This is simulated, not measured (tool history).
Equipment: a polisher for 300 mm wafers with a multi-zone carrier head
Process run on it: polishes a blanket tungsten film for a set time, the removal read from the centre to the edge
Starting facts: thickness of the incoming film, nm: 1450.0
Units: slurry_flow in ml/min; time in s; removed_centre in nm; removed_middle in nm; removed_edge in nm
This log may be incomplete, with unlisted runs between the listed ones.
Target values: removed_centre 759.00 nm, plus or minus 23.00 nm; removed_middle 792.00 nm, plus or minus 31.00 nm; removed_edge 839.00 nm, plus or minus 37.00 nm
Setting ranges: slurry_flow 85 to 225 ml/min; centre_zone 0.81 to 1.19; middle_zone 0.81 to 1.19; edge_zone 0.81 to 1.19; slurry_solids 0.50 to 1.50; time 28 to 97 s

run  hour  slurry_flow  centre_zone  middle_zone  edge_zone  slurry_solids  time  removed_centre  removed_middle  removed_edge
  1   0.0          145         1.00         1.00       1.00           1.00    62          540.36          562.33        535.78
  2   3.1          145         1.06         1.00       1.00           1.00    62          568.09          545.01        542.21
  3  10.0          145         1.06         1.00       0.94           1.00    62          567.65          556.46        515.87
  4  14.1          145         1.06         1.00       0.94           1.00    75          689.41          676.14        629.84
  5  17.5          150         1.05         1.01       0.98           1.05    75          688.35          694.51        650.54
  6  18.5          150         1.05         1.04       0.98           1.05    75          695.76          702.49        648.17
  7  27.2          155         1.04         1.04       1.01           1.10    75          694.71          720.11        663.15
  8  29.8          155         1.03         1.03       1.04           1.15    76          705.15          725.15        688.61
  9  35.5          160         1.02         1.02       1.06           1.20    77          723.32          748.12        728.19
 10  43.8          165         1.01         1.02       1.08           1.20    77          722.77          735.85        721.88
     49.5  -- worn pad replaced by a new one
 11  49.5          165         1.00         1.02       1.09           1.25    78          762.23          813.07        800.36
 12  53.3          165         1.00         1.01       1.10           1.25    78          772.24          789.60        784.52

Which one of the following 5 next-run settings gets every result inside its allowed miss? There is exactly one.
  A  57.1          200         1.12         1.05       0.96           1.15    74               ?               ?             ?
  B  57.1          145         0.97         0.98       1.17           1.40    79               ?               ?             ?
  C  57.1          160         1.05         1.06       1.13           1.30    72               ?               ?             ?
  D  57.1          160         1.06         0.97       1.06           1.25    72               ?               ?             ?
  E  57.1          185         1.09         1.07       1.11           1.20    71               ?               ?             ?

move  removed_centre  removed_middle  removed_edge
   A          843.39          796.69        723.21
   B          759.71          790.54        844.27
   C          755.70          771.48        755.22
   D          756.28          711.62        728.09
   E          783.56          773.63        740.12
A: misses by more than the last run did
B: in spec on every target
C: misses by more than the last run did
D: misses by more than the last run did
E: misses by more than the last run did
B is the move that brings every result within its allowed miss.

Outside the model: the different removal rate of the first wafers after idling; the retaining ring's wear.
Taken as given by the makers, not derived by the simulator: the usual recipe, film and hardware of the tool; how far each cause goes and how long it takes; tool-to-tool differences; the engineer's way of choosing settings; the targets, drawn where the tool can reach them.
